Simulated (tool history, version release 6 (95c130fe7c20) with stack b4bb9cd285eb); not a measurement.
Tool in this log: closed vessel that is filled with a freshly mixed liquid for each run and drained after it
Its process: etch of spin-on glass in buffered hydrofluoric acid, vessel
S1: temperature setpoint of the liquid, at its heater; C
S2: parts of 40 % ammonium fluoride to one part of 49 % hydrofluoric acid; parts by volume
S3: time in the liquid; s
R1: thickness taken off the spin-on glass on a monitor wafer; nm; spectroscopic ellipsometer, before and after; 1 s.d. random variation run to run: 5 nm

run	day	S1	S2	S3	R1
1	0.000	20.0	16.0	95	269.00
2	0.212	20.0	19.0	95	225.01
3	0.246	20.0	19.0	95	224.94
4	0.596	21.0	18.0	95	250.70
5	0.950	21.0	18.0	95	248.84
6	1.133	21.0	14.5	95	309.43
7	1.342	22.0	14.0	95	331.31
8	1.588	23.0	13.5	95	365.78

Expected results for the next run?
9	1.962	23.5	13.0	95	?

R1: 395.00 nm
